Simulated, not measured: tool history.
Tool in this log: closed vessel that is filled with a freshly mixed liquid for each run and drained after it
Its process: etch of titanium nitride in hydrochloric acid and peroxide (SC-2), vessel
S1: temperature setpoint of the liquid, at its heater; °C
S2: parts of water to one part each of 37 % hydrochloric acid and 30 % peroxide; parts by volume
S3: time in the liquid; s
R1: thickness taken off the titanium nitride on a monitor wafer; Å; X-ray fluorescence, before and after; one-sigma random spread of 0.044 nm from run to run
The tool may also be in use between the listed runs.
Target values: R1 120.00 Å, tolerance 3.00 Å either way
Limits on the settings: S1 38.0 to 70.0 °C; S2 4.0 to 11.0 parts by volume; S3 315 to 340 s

Run 1, hour 0.0: S1 54.0 °C, S2 6.0 parts by volume, S3 315 s. Result: R1 204.63 Å.
Run 2, hour 8.5: S1 54.0 °C, S2 7.5 parts by volume, S3 315 s. Result: R1 172.15 Å.
Run 3, hour 10.2: S1 52.0 °C, S2 7.5 parts by volume, S3 315 s. Result: R1 151.21 Å.
Run 4, hour 17.5: S1 52.0 °C, S2 7.5 parts by volume, S3 340 s. Result: R1 163.42 Å.
Run 5, hour 22.2: S1 52.0 °C, S2 6.0 parts by volume, S3 340 s. Result: R1 193.57 Å.
Run 6, hour 29.5: S1 50.0 °C, S2 6.0 parts by volume, S3 340 s. Result: R1 169.55 Å.
Run 7, hour 30.2: S1 48.5 °C, S2 6.0 parts by volume, S3 340 s. Result: R1 153.99 Å.
Run 8, hour 36.9: S1 47.5 °C, S2 6.0 parts by volume, S3 340 s. Result: R1 143.90 Å.
Run 9, hour 45.7: S1 46.5 °C, S2 6.0 parts by volume, S3 340 s. Result: R1 135.08 Å.

Next run, 4 choices. One meets every target within its allowed miss, the rest don't. Which?
Run A, hour 54.5: S1 47.5 °C, S2 6.0 parts by volume, S3 340 s. Result: R1 ?.
Run B, hour 54.5: S1 45.0 °C, S2 5.5 parts by volume, S3 315 s. Result: R1 ?.
Run C, hour 54.5: S1 46.5 °C, S2 4.5 parts by volume, S3 315 s. Result: R1 ?.
Run D, hour 54.5: S1 48.0 °C, S2 7.0 parts by volume, S3 335 s. Result: R1 ?.

move      R1
   A  143.44
   B  119.52
   C  152.82
   D  129.95
A: further off than the last run
B: hits every target within its allowed miss
C: further off than the last run
D: moves toward the targets from the last run without getting all of them in spec
The right move is B.

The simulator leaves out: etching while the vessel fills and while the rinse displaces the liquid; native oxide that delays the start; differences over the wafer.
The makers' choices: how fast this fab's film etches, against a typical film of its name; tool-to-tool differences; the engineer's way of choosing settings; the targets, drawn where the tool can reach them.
